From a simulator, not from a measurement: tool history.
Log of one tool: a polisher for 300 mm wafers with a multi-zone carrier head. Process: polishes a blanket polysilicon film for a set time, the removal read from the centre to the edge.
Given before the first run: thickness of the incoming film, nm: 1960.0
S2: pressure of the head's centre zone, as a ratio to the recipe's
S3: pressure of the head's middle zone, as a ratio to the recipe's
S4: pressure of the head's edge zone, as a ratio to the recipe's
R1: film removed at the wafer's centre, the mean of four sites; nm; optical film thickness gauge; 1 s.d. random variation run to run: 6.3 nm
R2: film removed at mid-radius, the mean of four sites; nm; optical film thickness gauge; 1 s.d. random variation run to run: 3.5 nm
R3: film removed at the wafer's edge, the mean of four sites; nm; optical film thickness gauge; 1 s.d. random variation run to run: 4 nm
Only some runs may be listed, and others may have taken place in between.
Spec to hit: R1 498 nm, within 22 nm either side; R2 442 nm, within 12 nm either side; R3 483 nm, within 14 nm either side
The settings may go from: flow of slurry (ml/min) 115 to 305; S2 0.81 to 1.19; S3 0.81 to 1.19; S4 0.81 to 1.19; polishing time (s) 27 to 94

run 1 hour=0 | flow_of_slurry_(ml/min)=195 S2=1 S3=1 S4=1 polishing_time_(s)=60 | R1=401.48 R2=408.9 R3=421.08
run 2 hour=2.3 | flow_of_slurry_(ml/min)=225 S2=1 S3=1 S4=1 polishing_time_(s)=60 | R1=410.84 R2=411.38 R3=429.56
run 3 hour=3.2 | flow_of_slurry_(ml/min)=190 S2=1 S3=1 S4=1 polishing_time_(s)=60 | R1=393.02 R2=406.69 R3=417.65
run 4 hour=6.7 | flow_of_slurry_(ml/min)=190 S2=1 S3=1 S4=1 polishing_time_(s)=72 | R1=482.11 R2=481.2 R3=497.13
run 5 hour=7.4 | flow_of_slurry_(ml/min)=150 S2=1 S3=1 S4=1 polishing_time_(s)=72 | R1=484.88 R2=469.12 R3=506.75
run 6 hour=9.9 | flow_of_slurry_(ml/min)=150 S2=1.01 S3=0.99 S4=0.99 polishing_time_(s)=72 | R1=483.4 R2=467.84 R3=499.15
run 7 hour=16.6 | flow_of_slurry_(ml/min)=150 S2=1.02 S3=0.98 S4=0.98 polishing_time_(s)=72 | R1=482.68 R2=465.26 R3=494.93
run 8 hour=17.7 | flow_of_slurry_(ml/min)=150 S2=1.04 S3=0.97 S4=0.98 polishing_time_(s)=72 | R1=486.6 R2=456.56 R3=484.7

Which of these 5 next moves meets every target?
run A hour=18.8 | flow_of_slurry_(ml/min)=130 S2=1.11 S3=0.91 S4=0.84 polishing_time_(s)=70 | R1=? R2=? R3=?
run B hour=18.8 | flow_of_slurry_(ml/min)=170 S2=1.19 S3=1.02 S4=0.88 polishing_time_(s)=69 | R1=? R2=? R3=?
run C hour=18.8 | flow_of_slurry_(ml/min)=145 S2=1.06 S3=1.02 S4=1.04 polishing_time_(s)=64 | R1=? R2=? R3=?
run D hour=18.8 | flow_of_slurry_(ml/min)=125 S2=1.14 S3=1.01 S4=1.07 polishing_time_(s)=69 | R1=? R2=? R3=?
run E hour=18.8 | flow_of_slurry_(ml/min)=130 S2=0.92 S3=1.01 S4=1.04 polishing_time_(s)=75 | R1=? R2=? R3=?

move=A R1=488.33 R2=415.85 R3=436.28
move=B R1=539.04 R2=466.44 R3=450.65
move=C R1=434.28 R2=423.53 R3=445.24
move=D R1=491.48 R2=442.94 R3=479.31
move=E R1=433.32 R2=484.91 R3=515.88
A: takes the biggest miss from the last run beyond its target
B: lands further from the targets than the last run did
C: takes the biggest miss from the last run beyond its target
D: every result within its allowed miss
E: lands further from the targets than the last run did
Answer: D
